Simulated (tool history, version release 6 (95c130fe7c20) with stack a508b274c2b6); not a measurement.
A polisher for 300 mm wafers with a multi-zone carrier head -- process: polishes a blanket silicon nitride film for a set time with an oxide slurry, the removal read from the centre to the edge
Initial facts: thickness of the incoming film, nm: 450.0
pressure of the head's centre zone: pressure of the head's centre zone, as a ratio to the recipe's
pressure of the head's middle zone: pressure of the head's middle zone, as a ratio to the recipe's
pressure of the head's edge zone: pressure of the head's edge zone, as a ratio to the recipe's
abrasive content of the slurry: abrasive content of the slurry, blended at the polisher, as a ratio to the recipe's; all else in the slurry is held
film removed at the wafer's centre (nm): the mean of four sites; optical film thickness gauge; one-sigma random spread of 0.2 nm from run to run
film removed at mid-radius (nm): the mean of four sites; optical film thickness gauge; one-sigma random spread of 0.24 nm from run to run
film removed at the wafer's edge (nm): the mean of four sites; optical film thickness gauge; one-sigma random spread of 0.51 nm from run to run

| run | day | flow of slurry (ml/min) | pressure of the head's centre zone | pressure of the head's middle zone | pressure of the head's edge zone | abrasive content of the slurry | polishing time (s) | film removed at the wafer's centre (nm) | film removed at mid-radius (nm) | film removed at the wafer's edge (nm) |
|---|---|---|---|---|---|---|---|---|---|---|
| 1 | 0.000 | 285 | 1.00 | 1.00 | 1.00 | 1.00 | 44 | 31.049 | 30.052 | 30.624 |
| 2 | 0.179 | 265 | 0.96 | 0.98 | 1.05 | 1.05 | 44 | 29.830 | 30.272 | 33.211 |
| 3 | 0.283 | 265 | 0.96 | 0.98 | 1.05 | 1.05 | 37 | 25.434 | 25.082 | 27.614 |
| 4 | 0.400 | 265 | 0.96 | 0.98 | 1.05 | 1.05 | 45 | 30.628 | 30.728 | 33.364 |
| 5 | 0.567 | 250 | 0.94 | 0.97 | 1.06 | 1.05 | 45 | 29.811 | 30.295 | 32.893 |
| 6 | 0.912 | 245 | 0.92 | 0.96 | 1.09 | 1.05 | 45 | 29.509 | 30.029 | 34.093 |
| 7 | 1.229 | 235 | 0.90 | 0.96 | 1.10 | 1.05 | 45 | 28.464 | 30.142 | 34.038 |

Expected results for the next run?
| 8 | 1.546 | 225 | 0.89 | 0.95 | 1.11 | 1.05 | 45 | ? | ? | ? |

film removed at the wafer's centre (nm): 28.526
film removed at mid-radius (nm): 29.541
film removed at the wafer's edge (nm): 33.585
